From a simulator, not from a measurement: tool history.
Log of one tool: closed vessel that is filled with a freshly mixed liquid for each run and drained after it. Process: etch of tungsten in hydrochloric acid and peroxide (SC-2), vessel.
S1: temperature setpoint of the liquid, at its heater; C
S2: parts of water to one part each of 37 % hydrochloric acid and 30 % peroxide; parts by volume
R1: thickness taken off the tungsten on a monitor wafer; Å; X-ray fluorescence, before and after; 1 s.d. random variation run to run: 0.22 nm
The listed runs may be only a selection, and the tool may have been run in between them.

{"run": 1, "hour": 0.0, "S1": 51, "S2": 5.5, "time in the liquid (s)": 125, "R1": 652.09}
{"run": 2, "hour": 1.4, "S1": 46, "S2": 5.5, "time in the liquid (s)": 125, "R1": 466.71}
{"run": 3, "hour": 3.6, "S1": 45, "S2": 5.5, "time in the liquid (s)": 125, "R1": 436.8}
{"run": 4, "hour": 5.9, "S1": 45, "S2": 4, "time in the liquid (s)": 125, "R1": 550.85}
{"run": 5, "hour": 7.7, "S1": 45, "S2": 4, "time in the liquid (s)": 125, "R1": 543.27}
{"hour": 9.3, "done": "chemicals flow meter replaced"}
{"run": 6, "hour": 9.3, "S1": 43.5, "S2": 4, "time in the liquid (s)": 125, "R1": 516.01}
{"run": 7, "hour": 12.7, "S1": 42, "S2": 4, "time in the liquid (s)": 125, "R1": 463.63}
{"run": 8, "hour": 19.1, "S1": 41, "S2": 4, "time in the liquid (s)": 125, "R1": 433.15}
{"run": 9, "hour": 25.1, "S1": 40, "S2": 4, "time in the liquid (s)": 125, "R1": 407.93}
{"run": 10, "hour": 31.7, "S1": 39, "S2": 4, "time in the liquid (s)": 125, "R1": 374.94}
{"run": 11, "hour": 36.8, "S1": 38.5, "S2": 4, "time in the liquid (s)": 125, "R1": 360.23}

Run 12, settings as shown, results not yet in. Your forecast:
{"run": 12, "hour": 44.6, "S1": 38, "S2": 4, "time in the liquid (s)": 125, "R1": "?"}

R1: 351.03 Å

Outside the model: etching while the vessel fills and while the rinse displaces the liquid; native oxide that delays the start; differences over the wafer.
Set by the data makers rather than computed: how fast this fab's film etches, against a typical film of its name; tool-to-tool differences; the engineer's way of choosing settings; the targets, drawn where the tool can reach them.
